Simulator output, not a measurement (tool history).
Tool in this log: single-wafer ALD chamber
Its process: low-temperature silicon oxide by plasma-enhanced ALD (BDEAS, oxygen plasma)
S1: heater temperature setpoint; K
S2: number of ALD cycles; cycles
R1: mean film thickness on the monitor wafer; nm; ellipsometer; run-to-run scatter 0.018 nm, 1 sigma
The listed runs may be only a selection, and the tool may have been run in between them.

run	hour	S1	S2	R1
1	0	383.15	36	4.7431
2	7.7	383.15	34	4.4839
3	15.2	383.15	37	4.8791
4	19.8	384.15	35	4.645
5	28.5	384.15	31	4.0706
6	29.8	384.15	34	4.4876
7	35.2	384.15	33	4.3666
8	39.1	384.15	32	4.2489
9	40.1	390.15	26	3.3816
10	44.4	388.15	26	3.3897

Run 11 has not been measured yet. What should we expect?
11	46.7	386.15	26	?

{"run 11": {"R1": 3.4233}}
